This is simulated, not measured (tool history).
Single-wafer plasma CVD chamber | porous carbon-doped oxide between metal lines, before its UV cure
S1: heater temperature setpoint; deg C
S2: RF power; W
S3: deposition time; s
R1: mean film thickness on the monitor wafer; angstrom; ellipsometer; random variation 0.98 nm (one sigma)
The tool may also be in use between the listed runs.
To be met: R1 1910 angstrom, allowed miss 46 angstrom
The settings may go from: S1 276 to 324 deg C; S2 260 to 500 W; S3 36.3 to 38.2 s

run 1 day=0 | S1=300 S2=380 S3=38.2 | R1=1646.2
run 2 day=0.196 | S1=294 S2=380 S3=38.2 | R1=1710
run 3 day=0.425 | S1=291 S2=385 S3=38.2 | R1=1740.8
run 4 day=0.788 | S1=289 S2=390 S3=38.2 | R1=1788.6
run 5 day=1.054 | S1=289 S2=390 S3=36.3 | R1=1707.9
run 6 day=1.075 | S1=287 S2=400 S3=36.4 | R1=1776.2
run 7 day=1.171 | S1=285 S2=405 S3=36.4 | R1=1812.4
run 8 day=1.292 | S1=283 S2=405 S3=36.4 | R1=1840
run 9 day=1.421 | S1=282 S2=405 S3=36.4 | R1=1855

5 next moves are on the table. One of them brings every result within its allowed miss. Which?
run A day=1.55 | S1=280 S2=385 S3=37.2 | R1=?
run B day=1.55 | S1=282 S2=385 S3=36.3 | R1=?
run C day=1.55 | S1=283 S2=420 S3=36.4 | R1=?
run D day=1.55 | S1=280 S2=375 S3=37.5 | R1=?
run E day=1.55 | S1=280 S2=390 S3=36.3 | R1=?

move=A R1=1845.2
move=B R1=1777.5
move=C R1=1917.2
move=D R1=1813.6
move=E R1=1823.2
A: further off than the last run
B: further off than the last run
C: meets every target
D: further off than the last run
E: further off than the last run
Move C is the one to make.
